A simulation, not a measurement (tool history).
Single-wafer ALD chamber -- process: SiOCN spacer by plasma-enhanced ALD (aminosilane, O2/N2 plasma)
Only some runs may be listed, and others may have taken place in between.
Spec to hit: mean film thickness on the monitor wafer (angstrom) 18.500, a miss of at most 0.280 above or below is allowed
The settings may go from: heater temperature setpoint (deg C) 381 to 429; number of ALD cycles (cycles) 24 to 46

run	day	heater temperature setpoint (deg C)	number of ALD cycles (cycles)	mean film thickness on the monitor wafer (angstrom)
1	0.000	405	35	21.016
2	0.279	405	39	23.301
3	0.483	409	37	21.698
4	0.850	413	36	20.992
5	0.904	407	36	21.482
6	0.996	411	35	20.836
7	1.238	413	34	19.784
8	1.462	416	34	19.660
9	1.779	418	34	19.601
10	1.962	420	34	19.461

Below are 4 possible settings for the next run. Only one of them brings all results inside the allowed miss of their targets. Which is it?
A	2.146	421	35	?
B	2.146	419	32	?
C	2.146	424	31	?
D	2.146	416	31	?

move	mean film thickness on the monitor wafer (angstrom)
A	20.174
B	18.558
C	17.704
D	18.143
A: its largest miss is bigger than the last run's
B: all results in spec
C: takes the result that was furthest off past its target
D: takes the result that was furthest off past its target
B meets every target.
